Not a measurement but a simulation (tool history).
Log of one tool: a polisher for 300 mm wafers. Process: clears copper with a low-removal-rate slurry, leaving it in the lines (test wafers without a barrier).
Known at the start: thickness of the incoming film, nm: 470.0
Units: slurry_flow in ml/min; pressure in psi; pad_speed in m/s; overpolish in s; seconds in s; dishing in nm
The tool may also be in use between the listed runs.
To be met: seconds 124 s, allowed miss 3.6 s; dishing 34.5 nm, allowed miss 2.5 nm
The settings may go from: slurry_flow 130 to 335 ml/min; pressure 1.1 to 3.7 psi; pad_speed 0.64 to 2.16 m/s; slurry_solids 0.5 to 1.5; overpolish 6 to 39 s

run	hour	slurry_flow	pressure	pad_speed	slurry_solids	overpolish	seconds	dishing
1	0	215	2.4	1.4	1	20	134.1	42.077
2	5.3	215	2.4	1.4	0.8	20	141.46	39.133
3	13.2	220	2.5	1.4	0.8	19	134.52	39.184
4	19.2	220	2.5	1.4	0.95	19	130.17	41.506
5	27.3	225	2.5	1.4	0.95	18	127.57	38.465
6	35.7	225	3	1.4	0.95	18	109.33	45.578
7	37.1	220	2.9	1.4	0.95	17	112.31	43.419
8	40.5	220	2.6	1.4	0.95	12	124.68	29.279
9	47.9	220	2.6	1.4	0.95	13	125.91	30.59

5 next moves are on the table. One of them brings every result within its allowed miss. Which?
A	55.3	195	2.6	1.6	0.8	11	?	?
B	55.3	220	2.6	1.34	0.95	20	?	?
C	55.3	170	2.9	1.36	0.9	14	?	?
D	55.3	230	2.9	1.3	0.9	18	?	?
E	55.3	200	2.1	1.64	1	12	?	?

move	seconds	dishing
A	118.2	28.368
B	131.62	42.161
C	124.53	33.42
D	124.32	40.947
E	129.76	27.908
A: further off than the last run
B: takes the result that was furthest off past its target
C: meets every target
D: takes the result that was furthest off past its target
E: further off than the last run
The right move is C.

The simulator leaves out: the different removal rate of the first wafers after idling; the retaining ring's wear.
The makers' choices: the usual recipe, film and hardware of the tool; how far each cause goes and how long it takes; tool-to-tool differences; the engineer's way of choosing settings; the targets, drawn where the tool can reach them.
